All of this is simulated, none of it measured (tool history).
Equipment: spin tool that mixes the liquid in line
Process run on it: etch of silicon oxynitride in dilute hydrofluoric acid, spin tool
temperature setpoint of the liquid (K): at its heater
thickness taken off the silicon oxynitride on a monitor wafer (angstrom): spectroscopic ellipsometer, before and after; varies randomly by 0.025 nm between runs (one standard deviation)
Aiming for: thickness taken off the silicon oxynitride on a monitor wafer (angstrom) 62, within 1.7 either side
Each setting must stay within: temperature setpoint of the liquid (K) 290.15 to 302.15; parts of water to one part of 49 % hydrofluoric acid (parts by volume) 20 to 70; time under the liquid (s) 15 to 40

| run | hour | temperature setpoint of the liquid (K) | parts of water to one part of 49 % hydrofluoric acid (parts by volume) | time under the liquid (s) | thickness taken off the silicon oxynitride on a monitor wafer (angstrom) |
|---|---|---|---|---|---|
| 1 | 0 | 294.15 | 40 | 40 | 29.66 |
| 2 | 7.8 | 295.65 | 35 | 40 | 36.705 |
| 3 | 12 | 295.65 | 35 | 15 | 13.713 |
| 4 | 16.7 | 293.65 | 35 | 15 | 12.523 |
| 5 | 18.8 | 293.65 | 30 | 15 | 14.59 |
| 6 | 27 | 295.65 | 40 | 20 | 15.993 |
| 7 | 34 | 297.15 | 35 | 25 | 24.759 |
|  | 40.4 | thermometer replaced |
| 8 | 40.4 | 301.15 | 25 | 25 | 39.841 |
| 9 | 47.7 | 301.15 | 25 | 30 | 47.393 |
| 10 | 50.7 | 301.65 | 20 | 35 | 71.709 |
| 11 | 51.4 | 301.65 | 20 | 35 | 71.258 |
| 12 | 58.5 | 301.15 | 20 | 35 | 68.927 |
| 13 | 62.2 | 300.65 | 20 | 35 | 67.659 |
| 14 | 69 | 300.15 | 20 | 35 | 66.078 |
| 15 | 74.4 | 299.65 | 20 | 35 | 64.898 |

Exactly one of the 4 candidate moves below puts every result within its allowed miss. Which one?
| A | 79.8 | 300.65 | 20 | 35 | ? |
| B | 79.8 | 302.15 | 20 | 30 | ? |
| C | 79.8 | 297.65 | 20 | 40 | ? |
| D | 79.8 | 301.15 | 20 | 35 | ? |

| move | thickness taken off the silicon oxynitride on a monitor wafer (angstrom) |
|---|---|
| A | 67.491 |
| B | 62.206 |
| C | 66.555 |
| D | 69.15 |
A: further off than the last run
B: all results in spec
C: further off than the last run
D: further off than the last run
The move that meets every target is B.
